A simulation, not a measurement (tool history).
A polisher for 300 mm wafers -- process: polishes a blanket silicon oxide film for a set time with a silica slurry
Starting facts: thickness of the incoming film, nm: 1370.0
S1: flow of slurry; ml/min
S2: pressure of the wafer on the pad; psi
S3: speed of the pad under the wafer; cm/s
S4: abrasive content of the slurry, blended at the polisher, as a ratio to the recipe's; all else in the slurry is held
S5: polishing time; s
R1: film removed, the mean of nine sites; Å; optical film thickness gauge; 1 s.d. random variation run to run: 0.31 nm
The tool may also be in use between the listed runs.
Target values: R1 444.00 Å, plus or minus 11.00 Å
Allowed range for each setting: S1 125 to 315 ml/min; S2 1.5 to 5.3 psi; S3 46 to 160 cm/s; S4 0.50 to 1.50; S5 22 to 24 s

run	hour	S1	S2	S3	S4	S5	R1
1	0.0	205	3.4	102	1.00	24	511.74
2	6.1	205	3.4	102	1.00	24	512.56
3	13.4	200	3.3	102	1.00	24	500.24
4	20.3	200	3.3	78	1.00	24	399.41
5	27.8	200	3.3	78	0.80	24	357.41
6	28.4	205	3.5	78	0.80	24	375.46
7	31.9	205	3.7	78	0.80	24	395.35
8	33.0	210	3.8	78	0.80	24	406.51
9	36.4	210	3.9	78	0.80	24	413.60
10	39.0	210	4.0	78	0.80	24	427.63

Consider the 5 candidate settings below. Which is the only one whose results all fall within their allowed miss of target?
A	41.6	200	4.4	84	0.75	24	?
B	41.6	215	4.2	86	0.80	22	?
C	41.6	210	3.7	102	0.85	22	?
D	41.6	190	4.1	78	0.95	24	?
E	41.6	200	4.1	76	0.80	24	?

move	R1
A	478.21
B	447.11
C	470.20
D	477.23
E	428.91
A: moves the result that the last run missed by most past its target, out the other side
B: in spec on every target
C: moves the result that the last run missed by most past its target, out the other side
D: moves the result that the last run missed by most past its target, out the other side
E: nearer than the last run, and not there yet
The right move is B.
